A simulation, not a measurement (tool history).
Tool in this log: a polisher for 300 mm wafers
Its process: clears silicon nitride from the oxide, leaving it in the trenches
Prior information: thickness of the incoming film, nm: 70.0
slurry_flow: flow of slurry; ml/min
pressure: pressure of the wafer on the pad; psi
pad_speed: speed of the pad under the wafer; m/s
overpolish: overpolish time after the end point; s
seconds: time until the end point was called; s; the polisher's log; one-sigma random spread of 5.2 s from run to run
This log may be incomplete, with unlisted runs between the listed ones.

run 1 hour=0.0 | slurry_flow=285 pressure=1.7 pad_speed=1.04 overpolish=8 | seconds=99.579
run 2 hour=6.6 | slurry_flow=285 pressure=1.7 pad_speed=1.24 overpolish=8 | seconds=82.754
run 3 hour=9.7 | slurry_flow=280 pressure=1.6 pad_speed=1.14 overpolish=8 | seconds=95.978
run 4 hour=18.1 | slurry_flow=280 pressure=1.5 pad_speed=1.06 overpolish=8 | seconds=111.640
run 5 hour=26.5 | slurry_flow=280 pressure=1.5 pad_speed=0.84 overpolish=8 | seconds=138.770
run 6 hour=28.8 | slurry_flow=280 pressure=1.4 pad_speed=0.80 overpolish=8 | seconds=161.570
run 7 hour=36.9 | slurry_flow=280 pressure=1.3 pad_speed=0.78 overpolish=8 | seconds=176.140
run 8 hour=39.9 | slurry_flow=280 pressure=1.2 pad_speed=0.76 overpolish=8 | seconds=189.440

Predict the results of run 9:
run 9 hour=40.4 | slurry_flow=280 pressure=1.1 pad_speed=0.74 overpolish=8 | seconds=?

Run 9 came out at seconds 210.710 s.

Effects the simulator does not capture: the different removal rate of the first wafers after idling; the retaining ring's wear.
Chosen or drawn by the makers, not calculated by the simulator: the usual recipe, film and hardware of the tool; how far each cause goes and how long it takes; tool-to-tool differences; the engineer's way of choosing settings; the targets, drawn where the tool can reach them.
